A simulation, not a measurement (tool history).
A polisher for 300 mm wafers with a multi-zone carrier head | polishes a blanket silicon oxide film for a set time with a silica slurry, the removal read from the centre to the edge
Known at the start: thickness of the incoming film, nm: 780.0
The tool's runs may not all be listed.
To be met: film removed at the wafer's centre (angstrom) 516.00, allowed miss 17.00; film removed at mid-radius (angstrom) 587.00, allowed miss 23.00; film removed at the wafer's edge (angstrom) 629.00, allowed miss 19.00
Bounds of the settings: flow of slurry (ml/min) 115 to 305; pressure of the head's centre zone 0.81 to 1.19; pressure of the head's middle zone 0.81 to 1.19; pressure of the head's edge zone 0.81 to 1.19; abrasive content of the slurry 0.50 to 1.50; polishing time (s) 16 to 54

| run | hour | flow of slurry (ml/min) | pressure of the head's centre zone | pressure of the head's middle zone | pressure of the head's edge zone | abrasive content of the slurry | polishing time (s) | film removed at the wafer's centre (angstrom) | film removed at mid-radius (angstrom) | film removed at the wafer's edge (angstrom) |
|---|---|---|---|---|---|---|---|---|---|---|
| 1 | 0.0 | 195 | 1.00 | 1.00 | 1.00 | 1.00 | 35 | 954.00 | 1031.60 | 1057.20 |
| 2 | 8.2 | 190 | 0.99 | 0.99 | 0.99 | 0.95 | 34 | 887.36 | 995.61 | 994.53 |
| 3 | 16.6 | 190 | 0.99 | 0.99 | 1.04 | 0.95 | 34 | 898.22 | 961.11 | 1018.80 |
| 4 | 22.7 | 185 | 0.98 | 0.98 | 1.04 | 0.90 | 33 | 839.09 | 907.99 | 956.05 |
| 5 | 27.3 | 185 | 0.98 | 0.91 | 1.04 | 0.90 | 33 | 828.17 | 867.12 | 962.94 |
| 6 | 30.3 | 185 | 0.98 | 0.91 | 1.04 | 1.10 | 33 | 906.47 | 938.32 | 1058.20 |
| 7 | 36.4 | 180 | 0.97 | 0.90 | 1.03 | 1.05 | 32 | 864.19 | 886.75 | 993.64 |
| 8 | 44.0 | 175 | 0.96 | 0.89 | 1.03 | 1.00 | 31 | 801.46 | 813.62 | 953.58 |
| 9 | 50.1 | 195 | 0.89 | 0.99 | 0.93 | 0.75 | 25 | 529.15 | 639.15 | 634.21 |
| 10 | 54.7 | 195 | 0.89 | 0.98 | 0.93 | 0.75 | 25 | 532.18 | 630.28 | 636.21 |
| 11 | 55.9 | 195 | 0.89 | 0.97 | 0.93 | 0.75 | 25 | 523.32 | 630.47 | 628.08 |
|  | 60.0 | centre zone pressure recalibrated |
| 12 | 60.0 | 195 | 0.89 | 0.96 | 0.93 | 0.75 | 25 | 600.29 | 623.34 | 629.03 |

4 next moves are on the table. One of them brings every result within its allowed miss. Which?
| A | 64.1 | 195 | 0.83 | 1.02 | 0.93 | 0.75 | 24 | ? | ? | ? |
| B | 64.1 | 175 | 0.83 | 0.94 | 1.00 | 0.75 | 24 | ? | ? | ? |
| C | 64.1 | 170 | 0.86 | 0.91 | 1.02 | 0.75 | 25 | ? | ? | ? |
| D | 64.1 | 175 | 0.85 | 1.03 | 0.87 | 0.90 | 23 | ? | ? | ? |

| move | film removed at the wafer's centre (angstrom) | film removed at mid-radius (angstrom) | film removed at the wafer's edge (angstrom) |
|---|---|---|---|
| A | 538.80 | 626.58 | 599.87 |
| B | 529.14 | 575.80 | 614.43 |
| C | 568.34 | 581.09 | 644.36 |
| D | 569.62 | 653.21 | 603.97 |
A: nearer than the last run, and not there yet
B: meets every target
C: nearer than the last run, and not there yet
D: nearer than the last run, and not there yet
Move B is the one to make.
